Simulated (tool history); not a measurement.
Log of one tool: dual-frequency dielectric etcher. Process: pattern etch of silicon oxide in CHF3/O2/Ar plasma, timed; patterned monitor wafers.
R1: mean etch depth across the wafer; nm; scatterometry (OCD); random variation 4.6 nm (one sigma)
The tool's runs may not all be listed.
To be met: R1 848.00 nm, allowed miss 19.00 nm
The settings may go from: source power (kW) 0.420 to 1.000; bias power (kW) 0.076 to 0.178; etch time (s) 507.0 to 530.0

run 1 hour=0.0 | source_power_(kW)=0.710 bias_power_(kW)=0.127 etch_time_(s)=507.0 | R1=922.42
run 2 hour=4.0 | source_power_(kW)=0.800 bias_power_(kW)=0.127 etch_time_(s)=507.0 | R1=977.59
run 3 hour=9.4 | source_power_(kW)=0.750 bias_power_(kW)=0.125 etch_time_(s)=507.0 | R1=948.72
run 4 hour=15.5 | source_power_(kW)=0.620 bias_power_(kW)=0.125 etch_time_(s)=507.0 | R1=876.46
run 5 hour=17.0 | source_power_(kW)=0.620 bias_power_(kW)=0.136 etch_time_(s)=507.0 | R1=889.06
run 6 hour=23.8 | source_power_(kW)=0.620 bias_power_(kW)=0.136 etch_time_(s)=530.0 | R1=923.95
run 7 hour=25.3 | source_power_(kW)=0.590 bias_power_(kW)=0.135 etch_time_(s)=529.0 | R1=911.35
run 8 hour=28.9 | source_power_(kW)=0.570 bias_power_(kW)=0.134 etch_time_(s)=528.5 | R1=903.03
run 9 hour=30.8 | source_power_(kW)=0.550 bias_power_(kW)=0.133 etch_time_(s)=528.0 | R1=878.54
run 10 hour=32.5 | source_power_(kW)=0.540 bias_power_(kW)=0.133 etch_time_(s)=528.0 | R1=869.98
run 11 hour=37.8 | source_power_(kW)=0.540 bias_power_(kW)=0.133 etch_time_(s)=528.0 | R1=879.21

4 next moves are on the table. One of them brings every result within its allowed miss. Which?
run A hour=43.1 | source_power_(kW)=0.490 bias_power_(kW)=0.132 etch_time_(s)=530.0 | R1=?
run B hour=43.1 | source_power_(kW)=0.590 bias_power_(kW)=0.140 etch_time_(s)=519.5 | R1=?
run C hour=43.1 | source_power_(kW)=0.600 bias_power_(kW)=0.144 etch_time_(s)=509.0 | R1=?
run D hour=43.1 | source_power_(kW)=0.620 bias_power_(kW)=0.130 etch_time_(s)=522.5 | R1=?

move=A R1=835.39
move=B R1=898.16
move=C R1=892.95
move=D R1=903.66
A: meets every target
B: further off than the last run
C: further off than the last run
D: further off than the last run
Answer: A

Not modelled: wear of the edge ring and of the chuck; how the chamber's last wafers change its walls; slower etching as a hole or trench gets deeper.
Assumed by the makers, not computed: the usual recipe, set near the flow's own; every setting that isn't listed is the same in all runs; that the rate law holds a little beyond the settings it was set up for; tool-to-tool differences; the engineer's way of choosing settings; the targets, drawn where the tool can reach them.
